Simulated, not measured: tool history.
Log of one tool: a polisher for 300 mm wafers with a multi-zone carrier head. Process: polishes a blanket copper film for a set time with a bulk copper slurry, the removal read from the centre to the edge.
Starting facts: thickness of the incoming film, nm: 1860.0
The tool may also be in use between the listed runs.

run,day,flow of slurry (ml/min),pressure of the head's centre zone,pressure of the head's middle zone,pressure of the head's edge zone,abrasive content of the slurry,polishing time (s),film removed at the wafer's centre (nm),film removed at mid-radius (nm),film removed at the wafer's edge (nm)
1,0.000,230,1.00,1.00,1.00,1.00,45,419.68,416.33,427.20
2,0.175,230,1.00,1.00,1.00,1.20,45,440.63,438.59,443.84
3,0.492,230,1.00,0.93,1.00,1.20,45,441.49,423.10,443.67
4,0.683,225,0.97,0.92,0.98,1.15,45,425.88,421.88,435.27
5,0.812,225,0.97,0.92,1.05,1.15,45,418.02,412.24,446.53
6,0.871,185,0.97,0.92,1.05,1.15,45,413.41,406.21,436.60
7,1.017,185,0.97,0.92,1.05,1.15,45,405.32,404.71,437.58
8,1.046,180,0.95,0.92,1.04,1.10,45,400.27,398.87,426.61
9,1.379,175,0.93,0.92,1.04,1.05,45,379.61,388.45,426.73

Run 10 has not been measured yet. What should we expect?
10,1.621,175,0.86,0.91,0.94,0.85,44,?,?,?

film removed at the wafer's centre (nm): 326.44
film removed at mid-radius (nm): 358.34
film removed at the wafer's edge (nm): 369.56

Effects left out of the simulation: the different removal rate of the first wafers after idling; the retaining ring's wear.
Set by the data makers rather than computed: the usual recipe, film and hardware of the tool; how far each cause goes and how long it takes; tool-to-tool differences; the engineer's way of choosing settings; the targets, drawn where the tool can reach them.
